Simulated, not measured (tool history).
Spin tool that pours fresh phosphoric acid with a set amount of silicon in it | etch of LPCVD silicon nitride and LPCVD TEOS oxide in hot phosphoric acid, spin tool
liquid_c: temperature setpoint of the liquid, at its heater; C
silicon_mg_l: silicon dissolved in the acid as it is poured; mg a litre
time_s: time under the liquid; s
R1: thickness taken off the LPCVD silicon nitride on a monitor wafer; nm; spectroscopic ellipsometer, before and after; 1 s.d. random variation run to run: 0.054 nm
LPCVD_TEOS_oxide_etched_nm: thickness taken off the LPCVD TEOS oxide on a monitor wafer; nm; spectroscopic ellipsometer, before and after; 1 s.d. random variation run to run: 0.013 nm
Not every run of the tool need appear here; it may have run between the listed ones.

run 1 hour=0 | liquid_c=159 silicon_mg_l=21 time_s=150 | R1=10.39 LPCVD_TEOS_oxide_etched_nm=0.2356
run 2 hour=6.3 | liquid_c=158.5 silicon_mg_l=20.5 time_s=140 | R1=9.574 LPCVD_TEOS_oxide_etched_nm=0.25237
run 3 hour=14.7 | liquid_c=158 silicon_mg_l=22.5 time_s=135 | R1=9.0504 LPCVD_TEOS_oxide_etched_nm=0.22669
run 4 hour=22.2 | liquid_c=157.5 silicon_mg_l=24 time_s=130 | R1=8.5409 LPCVD_TEOS_oxide_etched_nm=0.17831
run 5 hour=28.9 | liquid_c=157.5 silicon_mg_l=23.5 time_s=125 | R1=8.1687 LPCVD_TEOS_oxide_etched_nm=0.17973
run 6 hour=35.3 | liquid_c=157.5 silicon_mg_l=23.5 time_s=70 | R1=4.6223 LPCVD_TEOS_oxide_etched_nm=0.10892
run 7 hour=38.7 | liquid_c=158.5 silicon_mg_l=24 time_s=80 | R1=5.4987 LPCVD_TEOS_oxide_etched_nm=0.11031
-- hour=47.2 heated supply line repaired
run 8 hour=47.2 | liquid_c=159.5 silicon_mg_l=22 time_s=85 | R1=6.3846 LPCVD_TEOS_oxide_etched_nm=0.18285
run 9 hour=49.5 | liquid_c=160 silicon_mg_l=24.5 time_s=85 | R1=6.5209 LPCVD_TEOS_oxide_etched_nm=0.16796
run 10 hour=52 | liquid_c=160.5 silicon_mg_l=26.5 time_s=85 | R1=6.5722 LPCVD_TEOS_oxide_etched_nm=0.14985
run 11 hour=60 | liquid_c=161 silicon_mg_l=27 time_s=85 | R1=6.718 LPCVD_TEOS_oxide_etched_nm=0.15693

For run 12, what comes out?
run 12 hour=61.6 | liquid_c=161 silicon_mg_l=27 time_s=85 | R1=? LPCVD_TEOS_oxide_etched_nm=?

R1: 6.7096 nm
LPCVD_TEOS_oxide_etched_nm: 0.15941 nm
